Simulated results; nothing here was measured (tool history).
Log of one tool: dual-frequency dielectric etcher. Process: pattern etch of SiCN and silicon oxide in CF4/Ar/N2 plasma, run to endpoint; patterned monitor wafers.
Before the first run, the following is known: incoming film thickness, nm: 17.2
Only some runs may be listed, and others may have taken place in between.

run 1 hour=0 | source_power_(kW)=0.39 bias_power_(kW)=0.095 Ar_flow_(sccm)=131 CF4_flow_(sccm)=53 | endpoint_time_(s)=22.007
run 2 hour=5.5 | source_power_(kW)=0.39 bias_power_(kW)=0.095 Ar_flow_(sccm)=131 CF4_flow_(sccm)=62 | endpoint_time_(s)=21.805
run 3 hour=13.7 | source_power_(kW)=0.39 bias_power_(kW)=0.095 Ar_flow_(sccm)=131 CF4_flow_(sccm)=66 | endpoint_time_(s)=21.533
run 4 hour=16.7 | source_power_(kW)=0.39 bias_power_(kW)=0.095 Ar_flow_(sccm)=131 CF4_flow_(sccm)=59 | endpoint_time_(s)=21.795
run 5 hour=20.3 | source_power_(kW)=0.39 bias_power_(kW)=0.095 Ar_flow_(sccm)=131 CF4_flow_(sccm)=65 | endpoint_time_(s)=21.522
run 6 hour=25.3 | source_power_(kW)=0.39 bias_power_(kW)=0.106 Ar_flow_(sccm)=131 CF4_flow_(sccm)=65 | endpoint_time_(s)=20.382

Estimate the outcome of run 7 from the log above:
run 7 hour=31.3 | source_power_(kW)=0.37 bias_power_(kW)=0.106 Ar_flow_(sccm)=131 CF4_flow_(sccm)=65 | endpoint_time_(s)=?

endpoint time (s): 21.067

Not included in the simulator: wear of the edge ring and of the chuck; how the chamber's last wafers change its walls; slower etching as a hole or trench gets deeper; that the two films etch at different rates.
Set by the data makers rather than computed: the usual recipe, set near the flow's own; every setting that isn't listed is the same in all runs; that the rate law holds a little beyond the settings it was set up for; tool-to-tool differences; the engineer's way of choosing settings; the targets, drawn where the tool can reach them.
